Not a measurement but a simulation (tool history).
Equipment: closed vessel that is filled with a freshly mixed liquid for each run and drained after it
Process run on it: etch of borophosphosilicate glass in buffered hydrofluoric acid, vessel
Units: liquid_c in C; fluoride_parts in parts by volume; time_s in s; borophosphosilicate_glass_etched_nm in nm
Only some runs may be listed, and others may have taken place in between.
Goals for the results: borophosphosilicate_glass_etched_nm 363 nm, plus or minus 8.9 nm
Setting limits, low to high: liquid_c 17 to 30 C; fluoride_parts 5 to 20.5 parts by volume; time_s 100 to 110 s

| run | hour | liquid_c | fluoride_parts | time_s | borophosphosilicate_glass_etched_nm |
|---|---|---|---|---|---|
| 1 | 0 | 22 | 12.5 | 100 | 160.52 |
| 2 | 7.8 | 24 | 12.5 | 100 | 179.39 |
| 3 | 10.5 | 25 | 11.5 | 100 | 206.54 |
| 4 | 13.3 | 26 | 11 | 100 | 226.7 |
| 5 | 15.6 | 27 | 10.5 | 100 | 252.82 |
| 6 | 18.3 | 27.5 | 10 | 100 | 272.98 |
| 7 | 23.7 | 28 | 9.5 | 100 | 285.56 |
| 8 | 31.4 | 28.5 | 9 | 100 | 305.21 |
| 9 | 32.6 | 29 | 8.5 | 100 | 334.38 |
| 10 | 36.5 | 30 | 8 | 100 | 377.58 |

Next run, 4 choices. One meets every target within its allowed miss, the rest don't. Which?
| A | 40.4 | 28.5 | 8 | 100 | ? |
| B | 40.4 | 30 | 9.5 | 110 | ? |
| C | 40.4 | 21 | 5 | 100 | ? |
| D | 40.4 | 29.5 | 8.5 | 100 | ? |

| move | borophosphosilicate_glass_etched_nm |
|---|---|
| A | 344.19 |
| B | 347.81 |
| C | 358.59 |
| D | 339.39 |
A: the result that was furthest off in the last run now lies on the other side of its target
B: the result that was furthest off in the last run now lies on the other side of its target
C: meets every target
D: the result that was furthest off in the last run now lies on the other side of its target
Go with C: it meets all targets.
